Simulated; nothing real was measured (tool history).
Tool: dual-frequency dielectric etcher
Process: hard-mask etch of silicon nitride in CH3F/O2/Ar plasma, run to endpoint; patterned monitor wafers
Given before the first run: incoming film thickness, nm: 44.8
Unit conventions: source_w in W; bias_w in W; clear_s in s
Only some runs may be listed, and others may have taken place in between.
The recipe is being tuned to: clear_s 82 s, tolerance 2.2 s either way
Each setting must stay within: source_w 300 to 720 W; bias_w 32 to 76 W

{"run": 1, "hour": 0.0, "source_w": 510, "bias_w": 54, "clear_s": 69.139}
{"run": 2, "hour": 5.8, "source_w": 600, "bias_w": 54, "clear_s": 64.75}
{"run": 3, "hour": 10.1, "source_w": 570, "bias_w": 53, "clear_s": 66.899}
{"run": 4, "hour": 15.2, "source_w": 540, "bias_w": 52, "clear_s": 68.491}
{"run": 5, "hour": 16.1, "source_w": 590, "bias_w": 52, "clear_s": 65.834}
{"run": 6, "hour": 21.9, "source_w": 560, "bias_w": 51, "clear_s": 68.363}
{"run": 7, "hour": 27.3, "source_w": 540, "bias_w": 50, "clear_s": 69.361}
{"run": 8, "hour": 32.1, "source_w": 540, "bias_w": 50, "clear_s": 69.274}
{"run": 9, "hour": 40.0, "source_w": 520, "bias_w": 49, "clear_s": 71.305}
{"run": 10, "hour": 48.8, "source_w": 500, "bias_w": 48, "clear_s": 72.181}
{"run": 11, "hour": 57.7, "source_w": 500, "bias_w": 48, "clear_s": 72.944}
{"run": 12, "hour": 58.9, "source_w": 480, "bias_w": 47, "clear_s": 74.996}
{"run": 13, "hour": 61.3, "source_w": 470, "bias_w": 47, "clear_s": 75.006}
{"run": 14, "hour": 63.4, "source_w": 460, "bias_w": 47, "clear_s": 75.643}
{"run": 15, "hour": 66.9, "source_w": 450, "bias_w": 47, "clear_s": 76.74}
{"run": 16, "hour": 71.9, "source_w": 440, "bias_w": 47, "clear_s": 77.118}
{"run": 17, "hour": 73.9, "source_w": 430, "bias_w": 47, "clear_s": 78.145}
{"run": 18, "hour": 80.6, "source_w": 420, "bias_w": 47, "clear_s": 78.474}
{"run": 19, "hour": 81.2, "source_w": 410, "bias_w": 47, "clear_s": 79.833}

4 next moves are on the table. One of them brings every result within its allowed miss. Which?
{"run": "A", "hour": 81.8, "source_w": 440, "bias_w": 48, "clear_s": "?"}
{"run": "B", "hour": 81.8, "source_w": 410, "bias_w": 43, "clear_s": "?"}
{"run": "C", "hour": 81.8, "source_w": 480, "bias_w": 48, "clear_s": "?"}
{"run": "D", "hour": 81.8, "source_w": 450, "bias_w": 51, "clear_s": "?"}

move=A clear_s=76.345
move=B clear_s=82.061
move=C clear_s=73.741
move=D clear_s=73.856
A: further off than the last run
B: every result within its allowed miss
C: further off than the last run
D: further off than the last run
So the answer is move B, the one that meets all the targets.
